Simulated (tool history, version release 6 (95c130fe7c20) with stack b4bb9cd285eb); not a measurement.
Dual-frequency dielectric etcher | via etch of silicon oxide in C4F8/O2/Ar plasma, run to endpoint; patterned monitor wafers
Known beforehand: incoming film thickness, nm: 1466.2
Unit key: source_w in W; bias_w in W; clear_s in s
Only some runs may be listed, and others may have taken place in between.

{"run": 1, "hour": 0.0, "source_w": 2320, "bias_w": 1819, "clear_s": 288.17}
{"run": 2, "hour": 3.9, "source_w": 2320, "bias_w": 2042, "clear_s": 278.52}
{"run": 3, "hour": 11.1, "source_w": 2630, "bias_w": 2042, "clear_s": 262.49}
{"run": 4, "hour": 14.7, "source_w": 2320, "bias_w": 2042, "clear_s": 278.78}
{"run": 5, "hour": 22.7, "source_w": 1990, "bias_w": 2042, "clear_s": 299.64}
{"run": 6, "hour": 29.5, "source_w": 1990, "bias_w": 1913, "clear_s": 303.23}

What does the tool deliver on the next run?
{"run": 7, "hour": 31.6, "source_w": 2250, "bias_w": 1960, "clear_s": "?"}

Run 7 produced clear_s 283.31 s.

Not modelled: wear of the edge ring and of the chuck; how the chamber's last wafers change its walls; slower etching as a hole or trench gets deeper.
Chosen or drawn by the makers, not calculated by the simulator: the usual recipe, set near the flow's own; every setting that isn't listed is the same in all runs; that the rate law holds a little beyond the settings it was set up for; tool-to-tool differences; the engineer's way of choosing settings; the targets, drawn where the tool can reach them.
